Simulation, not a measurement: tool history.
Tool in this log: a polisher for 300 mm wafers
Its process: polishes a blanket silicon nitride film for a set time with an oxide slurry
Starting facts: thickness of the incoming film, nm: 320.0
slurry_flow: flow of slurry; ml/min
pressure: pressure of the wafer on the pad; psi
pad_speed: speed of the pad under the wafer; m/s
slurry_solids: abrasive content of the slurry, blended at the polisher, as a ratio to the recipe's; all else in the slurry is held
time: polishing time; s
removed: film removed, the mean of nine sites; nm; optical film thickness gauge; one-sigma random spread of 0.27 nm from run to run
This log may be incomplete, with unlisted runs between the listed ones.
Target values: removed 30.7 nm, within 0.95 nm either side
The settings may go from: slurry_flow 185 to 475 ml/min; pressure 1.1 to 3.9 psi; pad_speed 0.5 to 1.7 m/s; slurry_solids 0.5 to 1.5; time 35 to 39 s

{"run": 1, "day": 0.0, "slurry_flow": 305, "pressure": 2.5, "pad_speed": 1.1, "slurry_solids": 1, "time": 39, "removed": 21.518}
{"run": 2, "day": 0.192, "slurry_flow": 305, "pressure": 2.5, "pad_speed": 0.92, "slurry_solids": 1, "time": 39, "removed": 18.91}
{"run": 3, "day": 0.242, "slurry_flow": 305, "pressure": 2.8, "pad_speed": 0.92, "slurry_solids": 1, "time": 39, "removed": 21.279}
{"run": 4, "day": 0.392, "slurry_flow": 305, "pressure": 3, "pad_speed": 0.92, "slurry_solids": 1, "time": 39, "removed": 22.853}
{"run": 5, "day": 0.5, "slurry_flow": 305, "pressure": 3, "pad_speed": 1.04, "slurry_solids": 1, "time": 39, "removed": 24.413}
{"run": 6, "day": 0.679, "slurry_flow": 350, "pressure": 3, "pad_speed": 1.04, "slurry_solids": 1, "time": 39, "removed": 24.794}
{"run": 7, "day": 0.904, "slurry_flow": 350, "pressure": 3.1, "pad_speed": 1.04, "slurry_solids": 1, "time": 39, "removed": 25.599}
{"run": 8, "day": 1.025, "slurry_flow": 350, "pressure": 3.2, "pad_speed": 1.04, "slurry_solids": 1, "time": 39, "removed": 26.595}
{"day": 1.338, "done": "slurry nozzle cleaned"}
{"run": 9, "day": 1.338, "slurry_flow": 350, "pressure": 3.3, "pad_speed": 1.04, "slurry_solids": 1, "time": 39, "removed": 28.599}
{"run": 10, "day": 1.458, "slurry_flow": 350, "pressure": 3.4, "pad_speed": 1.04, "slurry_solids": 1, "time": 39, "removed": 29.415}

Pick the move, out of 4, that brings all results within their allowed miss; only one does.
{"run": "A", "day": 1.579, "slurry_flow": 255, "pressure": 3.5, "pad_speed": 1.14, "slurry_solids": 0.95, "time": 36, "removed": "?"}
{"run": "B", "day": 1.579, "slurry_flow": 440, "pressure": 3.2, "pad_speed": 1.08, "slurry_solids": 1.15, "time": 36, "removed": "?"}
{"run": "C", "day": 1.579, "slurry_flow": 345, "pressure": 3.1, "pad_speed": 1.24, "slurry_solids": 1.05, "time": 38, "removed": "?"}
{"run": "D", "day": 1.579, "slurry_flow": 330, "pressure": 3.4, "pad_speed": 1.08, "slurry_solids": 1.05, "time": 36, "removed": "?"}

move=A removed=28.474
move=B removed=28.732
move=C removed=30.602
move=D removed=28.663
A: lands further from the targets than the last run did
B: lands further from the targets than the last run did
C: each result inside its tolerance
D: lands further from the targets than the last run did
C is the move that brings every result within its allowed miss.

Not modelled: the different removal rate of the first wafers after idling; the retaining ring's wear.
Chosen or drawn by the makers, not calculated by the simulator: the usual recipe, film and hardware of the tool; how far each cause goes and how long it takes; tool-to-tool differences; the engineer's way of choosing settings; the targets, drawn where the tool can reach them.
